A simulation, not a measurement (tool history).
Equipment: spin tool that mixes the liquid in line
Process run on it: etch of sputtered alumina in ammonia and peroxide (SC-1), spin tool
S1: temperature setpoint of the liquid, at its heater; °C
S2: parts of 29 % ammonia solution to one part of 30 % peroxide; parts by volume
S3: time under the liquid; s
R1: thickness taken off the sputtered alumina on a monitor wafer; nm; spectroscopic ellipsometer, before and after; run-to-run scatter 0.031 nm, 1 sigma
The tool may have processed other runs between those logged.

| run | day | S1 | S2 | S3 | R1 |
|---|---|---|---|---|---|
| 1 | 0 | 58 | 0.9 | 230 | 13.654 |
| 2 | 0.271 | 61 | 0.9 | 230 | 15.83 |
| 3 | 0.304 | 66.5 | 0.9 | 230 | 20.926 |
| 4 | 0.471 | 66.5 | 0.65 | 230 | 20.167 |
| 5 | 0.65 | 62 | 0.65 | 230 | 16.152 |
| 6 | 1 | 62 | 0.65 | 250 | 17.767 |
| 7 | 1.308 | 58.5 | 0.65 | 250 | 14.783 |
| 8 | 1.383 | 56 | 0.65 | 250 | 12.913 |

Run 9, settings as shown, results not yet in. Your forecast:
| 9 | 1.517 | 54 | 0.65 | 250 | ? |

{"run 9": {"R1": 11.592}}
